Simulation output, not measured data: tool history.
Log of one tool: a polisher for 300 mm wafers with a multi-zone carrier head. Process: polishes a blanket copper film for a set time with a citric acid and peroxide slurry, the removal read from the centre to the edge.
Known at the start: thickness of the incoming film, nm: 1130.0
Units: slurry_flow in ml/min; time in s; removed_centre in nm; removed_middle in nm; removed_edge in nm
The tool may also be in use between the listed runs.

| run | hour | slurry_flow | centre_zone | middle_zone | edge_zone | slurry_solids | time | removed_centre | removed_middle | removed_edge |
|---|---|---|---|---|---|---|---|---|---|---|
| 1 | 0 | 215 | 1 | 1 | 1 | 1 | 53 | 88.377 | 87.898 | 90.323 |
| 2 | 1.4 | 215 | 1 | 1 | 0.93 | 1 | 53 | 87.18 | 88.658 | 86.391 |
| 3 | 7.9 | 270 | 1 | 1 | 0.93 | 1 | 53 | 92.067 | 91.378 | 90.588 |
| 4 | 15.2 | 270 | 1 | 1.06 | 0.93 | 1 | 53 | 93.057 | 95.311 | 92.55 |
| 5 | 20 | 265 | 0.99 | 1.03 | 0.93 | 0.95 | 50 | 85.772 | 89.409 | 83.811 |
| 6 | 24.6 | 265 | 0.99 | 1.03 | 1.01 | 0.95 | 50 | 85.156 | 87.074 | 85.428 |
| 7 | 26 | 265 | 0.99 | 1.03 | 1.01 | 0.95 | 50 | 85.095 | 87.639 | 84.023 |
| 8 | 30.8 | 250 | 0.98 | 1 | 1.02 | 0.95 | 47 | 79.468 | 79.634 | 80.519 |
| 9 | 31.4 | 245 | 0.97 | 0.98 | 1.02 | 0.9 | 45 | 72.209 | 73.932 | 75.39 |
| 10 | 38.3 | 245 | 0.97 | 0.96 | 1.01 | 0.85 | 43 | 69.905 | 69.655 | 71.293 |
| 11 | 40.9 | 240 | 0.96 | 0.95 | 1.01 | 0.8 | 41 | 65.314 | 64.761 | 68.344 |

Run 12 comes next. What will it give?
| 12 | 45.8 | 240 | 0.96 | 0.95 | 1 | 0.75 | 39 | ? | ? | ? |

{"run 12": {"removed_centre": 60.906, "removed_middle": 61.333, "removed_edge": 63.732}}

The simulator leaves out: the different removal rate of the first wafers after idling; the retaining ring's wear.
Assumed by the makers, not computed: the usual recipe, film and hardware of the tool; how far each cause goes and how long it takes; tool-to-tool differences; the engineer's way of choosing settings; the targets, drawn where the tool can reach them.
